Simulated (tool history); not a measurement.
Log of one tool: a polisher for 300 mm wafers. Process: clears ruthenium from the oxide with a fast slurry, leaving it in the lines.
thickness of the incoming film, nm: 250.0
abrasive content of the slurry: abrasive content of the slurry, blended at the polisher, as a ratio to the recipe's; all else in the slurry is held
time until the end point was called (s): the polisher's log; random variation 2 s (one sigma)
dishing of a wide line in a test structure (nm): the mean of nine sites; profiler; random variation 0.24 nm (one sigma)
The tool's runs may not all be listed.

run,hour,flow of slurry (ml/min),pressure of the wafer on the pad (psi),speed of the pad under the wafer (m/s),abrasive content of the slurry,overpolish time after the end point (s),time until the end point was called (s),dishing of a wide line in a test structure (nm)
1,0,195,2.6,1.1,1,22,72.632,64.123
2,8.3,195,2.5,0.98,1,18,82.027,48.333
3,15.3,195,2.5,0.98,1.2,18,76.066,51.448
4,22.5,200,2.3,0.86,1.3,15,86.765,36.778
5,29.4,200,2.3,0.86,1.1,15,95.51,34.778
6,38,200,2.3,0.76,1.1,15,107.56,31.159
7,41.2,225,2.1,0.76,1.2,13,110.18,26.016
8,46.9,235,2.1,0.76,1.25,11,106.53,22.562
9,52.2,250,2.1,0.76,1.25,11,105.13,22.713
10,54.5,260,2.1,0.76,1.25,11,105.53,23.45
11,58.4,260,2.1,0.76,1.3,10,103.91,21.623
12,59.4,265,2.1,0.76,1.3,10,106.72,21.209
13,61.5,265,2.2,0.76,1.3,7,99.593,16.068

The next listed run, before its measurement:
14,69,265,2.1,0.8,1.3,7,?,?

time until the end point was called (s): 99.358
dishing of a wide line in a test structure (nm): 16.144
